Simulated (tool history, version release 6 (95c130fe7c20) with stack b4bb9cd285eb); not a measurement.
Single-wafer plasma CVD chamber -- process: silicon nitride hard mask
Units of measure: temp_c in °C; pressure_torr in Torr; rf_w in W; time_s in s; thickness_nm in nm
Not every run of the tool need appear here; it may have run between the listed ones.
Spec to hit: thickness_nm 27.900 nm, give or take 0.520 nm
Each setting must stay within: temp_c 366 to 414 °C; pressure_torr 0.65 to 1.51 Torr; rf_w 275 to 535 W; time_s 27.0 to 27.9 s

run,hour,temp_c,pressure_torr,rf_w,time_s,thickness_nm
1,0.0,390,1.08,405,27.0,31.733
2,1.2,390,1.01,400,27.0,30.617
3,9.5,390,1.01,430,27.0,31.642
4,14.3,390,0.95,425,27.0,30.457
5,19.5,390,0.92,425,27.0,29.987
6,24.3,390,0.92,425,27.0,29.976
7,25.9,390,0.89,425,27.0,29.647
8,32.5,390,0.87,425,27.0,29.221
# hour 38.6: thermocouple changed; heater temperature recalibrated
9,38.6,390,0.85,425,27.0,28.802
10,47.0,390,0.84,425,27.0,28.567
11,47.8,390,0.77,420,27.0,27.262

Which single option among these 4 for the next run brings every result within its allowed miss of target? Just one does.
A,48.6,398,0.69,445,27.7,?
B,48.6,391,0.76,430,27.0,?
C,48.6,393,0.72,405,27.8,?
D,48.6,389,0.76,420,27.9,?

move,thickness_nm
A,26.324
B,27.101
C,26.338
D,27.785
A: its largest miss is bigger than the last run's
B: its largest miss is bigger than the last run's
C: its largest miss is bigger than the last run's
D: meets every target
Move D is the one to make.
